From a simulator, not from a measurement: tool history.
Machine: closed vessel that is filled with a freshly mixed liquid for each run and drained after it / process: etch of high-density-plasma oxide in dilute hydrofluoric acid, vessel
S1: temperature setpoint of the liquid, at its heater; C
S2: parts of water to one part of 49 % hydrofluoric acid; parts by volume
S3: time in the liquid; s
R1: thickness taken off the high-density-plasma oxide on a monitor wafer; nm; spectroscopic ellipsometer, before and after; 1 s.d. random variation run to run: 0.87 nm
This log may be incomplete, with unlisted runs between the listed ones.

{"run": 1, "hour": 0.0, "S1": 25, "S2": 115, "S3": 1485, "R1": 83.247}
{"run": 2, "hour": 1.3, "S1": 26.5, "S2": 115, "S3": 1485, "R1": 88.621}
{"run": 3, "hour": 3.8, "S1": 24, "S2": 115, "S3": 1485, "R1": 81.277}
{"run": 4, "hour": 10.0, "S1": 22, "S2": 115, "S3": 1485, "R1": 73.548}
{"run": 5, "hour": 14.9, "S1": 22, "S2": 115, "S3": 1605, "R1": 80.509}
{"run": 6, "hour": 18.7, "S1": 23.5, "S2": 115, "S3": 1605, "R1": 86.46}
{"run": 7, "hour": 27.5, "S1": 25, "S2": 115, "S3": 1605, "R1": 89.968}
{"run": 8, "hour": 33.4, "S1": 26.5, "S2": 115, "S3": 1605, "R1": 95.451}
{"run": 9, "hour": 41.3, "S1": 30.5, "S2": 115, "S3": 1605, "R1": 109.98}
{"run": 10, "hour": 43.0, "S1": 31, "S2": 115, "S3": 1605, "R1": 112.61}

Run 11, settings as shown, results not yet in. Your forecast:
{"run": 11, "hour": 50.2, "S1": 31.5, "S2": 115, "S3": 1605, "R1": "?"}

Run 11 yielded R1 114.37 nm.
